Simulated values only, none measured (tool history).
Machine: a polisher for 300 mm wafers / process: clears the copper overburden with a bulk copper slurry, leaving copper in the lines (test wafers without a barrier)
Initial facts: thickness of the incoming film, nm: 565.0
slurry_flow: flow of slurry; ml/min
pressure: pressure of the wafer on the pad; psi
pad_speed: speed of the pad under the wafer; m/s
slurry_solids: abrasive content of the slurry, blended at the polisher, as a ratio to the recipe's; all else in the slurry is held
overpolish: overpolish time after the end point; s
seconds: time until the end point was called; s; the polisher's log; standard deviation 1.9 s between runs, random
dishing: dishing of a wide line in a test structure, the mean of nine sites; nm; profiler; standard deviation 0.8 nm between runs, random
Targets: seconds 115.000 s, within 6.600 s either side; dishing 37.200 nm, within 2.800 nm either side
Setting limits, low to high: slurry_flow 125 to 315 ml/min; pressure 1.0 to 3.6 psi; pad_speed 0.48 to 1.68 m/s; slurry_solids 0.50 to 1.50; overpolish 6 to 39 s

run  hour  slurry_flow  pressure  pad_speed  slurry_solids  overpolish  seconds  dishing
  1   0.0          205       2.3       1.08           1.00          20   71.234   39.704
  2   8.3          205       2.3       1.08           0.90          20   72.769   37.088
  3  14.9          230       2.3       1.08           0.90          20   73.532   36.872
  4  22.9          230       1.8       1.08           0.90          20   92.606   36.180
  5  30.6          230       1.8       1.08           0.90          15   91.816   33.204
  6  39.0          230       1.8       1.08           0.75          15   97.168   32.557
  7  42.3          230       1.8       1.08           0.75          15   97.270   34.033
  8  51.0          225       1.7       1.08           0.75          18  103.070   34.133

5 candidate next runs follow, results not yet known. Just one meets every target within its allowed miss. Identify it.
  A  59.7          205       1.5       0.84           1.05          36        ?        ?
  B  59.7          245       1.9       0.84           0.75          38        ?        ?
  C  59.7          170       1.4       1.00           0.95          39        ?        ?
  D  59.7          265       1.7       0.84           0.80          39        ?        ?
  E  59.7          265       1.8       1.24           0.55          18        ?        ?

move  seconds  dishing
   A  138.110   36.889
   B  117.460   38.731
   C  131.770   36.967
   D  127.400   38.052
   E   91.541   36.036
A: the result that was furthest off in the last run now lies on the other side of its target
B: hits every target within its allowed miss
C: the result that was furthest off in the last run now lies on the other side of its target
D: the result that was furthest off in the last run now lies on the other side of its target
E: misses by more than the last run did
B is the move that brings every result within its allowed miss.

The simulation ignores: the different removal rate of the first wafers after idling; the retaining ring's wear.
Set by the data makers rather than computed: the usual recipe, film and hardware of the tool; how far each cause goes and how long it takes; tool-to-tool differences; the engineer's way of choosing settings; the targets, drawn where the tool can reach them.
